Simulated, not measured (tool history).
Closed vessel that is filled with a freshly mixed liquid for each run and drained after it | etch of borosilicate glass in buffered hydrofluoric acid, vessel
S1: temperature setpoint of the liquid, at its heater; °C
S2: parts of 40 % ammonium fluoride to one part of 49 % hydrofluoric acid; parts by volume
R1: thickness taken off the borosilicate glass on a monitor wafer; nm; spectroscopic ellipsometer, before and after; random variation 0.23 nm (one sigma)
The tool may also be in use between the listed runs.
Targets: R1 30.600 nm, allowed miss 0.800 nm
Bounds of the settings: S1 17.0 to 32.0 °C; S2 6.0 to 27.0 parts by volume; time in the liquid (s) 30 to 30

run 1 hour=0.0 | S1=24.0 S2=16.5 time_in_the_liquid_(s)=30 | R1=25.965
run 2 hour=2.3 | S1=26.0 S2=16.5 time_in_the_liquid_(s)=30 | R1=28.867
run 3 hour=5.8 | S1=26.0 S2=19.0 time_in_the_liquid_(s)=30 | R1=25.104
run 4 hour=13.4 | S1=24.5 S2=19.0 time_in_the_liquid_(s)=30 | R1=22.847
run 5 hour=17.3 | S1=25.5 S2=19.0 time_in_the_liquid_(s)=30 | R1=24.333
run 6 hour=25.8 | S1=26.0 S2=19.0 time_in_the_liquid_(s)=30 | R1=25.221
run 7 hour=34.2 | S1=26.5 S2=19.0 time_in_the_liquid_(s)=30 | R1=25.543
run 8 hour=35.6 | S1=27.0 S2=19.0 time_in_the_liquid_(s)=30 | R1=26.211
run 9 hour=40.2 | S1=30.5 S2=19.0 time_in_the_liquid_(s)=30 | R1=31.544

Which of these 4 next moves meets every target?
run A hour=44.8 | S1=29.0 S2=17.0 time_in_the_liquid_(s)=30 | R1=?
run B hour=44.8 | S1=29.0 S2=17.5 time_in_the_liquid_(s)=30 | R1=?
run C hour=44.8 | S1=30.5 S2=19.5 time_in_the_liquid_(s)=30 | R1=?
run D hour=44.8 | S1=32.0 S2=20.0 time_in_the_liquid_(s)=30 | R1=?

move=A R1=32.479
move=B R1=31.562
move=C R1=30.666
move=D R1=32.321
A: further off than the last run
B: as far off as the last run
C: meets every target
D: further off than the last run
Answer: C
